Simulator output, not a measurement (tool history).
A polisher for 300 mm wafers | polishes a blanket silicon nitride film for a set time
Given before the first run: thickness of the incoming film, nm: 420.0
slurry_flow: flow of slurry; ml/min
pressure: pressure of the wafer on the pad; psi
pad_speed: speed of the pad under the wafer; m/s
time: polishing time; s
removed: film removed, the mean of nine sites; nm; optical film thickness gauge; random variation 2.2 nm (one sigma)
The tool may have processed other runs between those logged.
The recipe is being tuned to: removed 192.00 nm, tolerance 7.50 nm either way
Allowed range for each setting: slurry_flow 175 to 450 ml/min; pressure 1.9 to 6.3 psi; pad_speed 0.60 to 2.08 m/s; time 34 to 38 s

run	hour	slurry_flow	pressure	pad_speed	time	removed
1	0.0	290	4.1	1.34	38	107.70
2	3.0	290	4.5	1.36	38	116.53
3	9.4	290	4.8	1.40	38	124.44
4	16.1	290	5.1	1.46	38	135.80
5	22.8	290	5.8	1.46	38	156.62
6	28.0	290	5.8	1.28	38	143.04
7	34.2	290	5.9	1.34	38	148.75
8	39.9	290	6.0	1.40	38	155.51
9	41.1	290	6.1	1.46	38	163.40
10	45.6	290	6.1	1.50	38	165.15
11	52.4	290	6.1	1.54	38	169.92
12	59.4	290	6.1	1.58	38	173.22
13	60.1	290	6.1	1.58	38	172.57
14	64.1	290	6.1	1.60	38	173.23
15	66.4	290	6.1	1.62	38	174.91
16	69.9	290	6.1	1.64	38	175.98
17	75.5	290	6.1	1.66	38	176.73
18	78.6	290	6.1	1.68	38	180.09
19	85.1	290	6.1	1.70	38	181.97

Exercise: of the 5 proposed moves below, exactly one satisfies all targets within the stated allowed misses. Which move is it?
A	91.6	300	5.2	2.00	38	?
B	91.6	275	5.0	1.98	38	?
C	91.6	320	6.3	1.72	38	?
D	91.6	250	6.0	1.74	38	?
E	91.6	355	5.8	1.58	38	?

move	removed
A	171.21
B	162.44
C	186.85
D	175.88
E	163.78
A: further off than the last run
B: further off than the last run
C: meets every target
D: further off than the last run
E: further off than the last run
Go with C: it meets all targets.

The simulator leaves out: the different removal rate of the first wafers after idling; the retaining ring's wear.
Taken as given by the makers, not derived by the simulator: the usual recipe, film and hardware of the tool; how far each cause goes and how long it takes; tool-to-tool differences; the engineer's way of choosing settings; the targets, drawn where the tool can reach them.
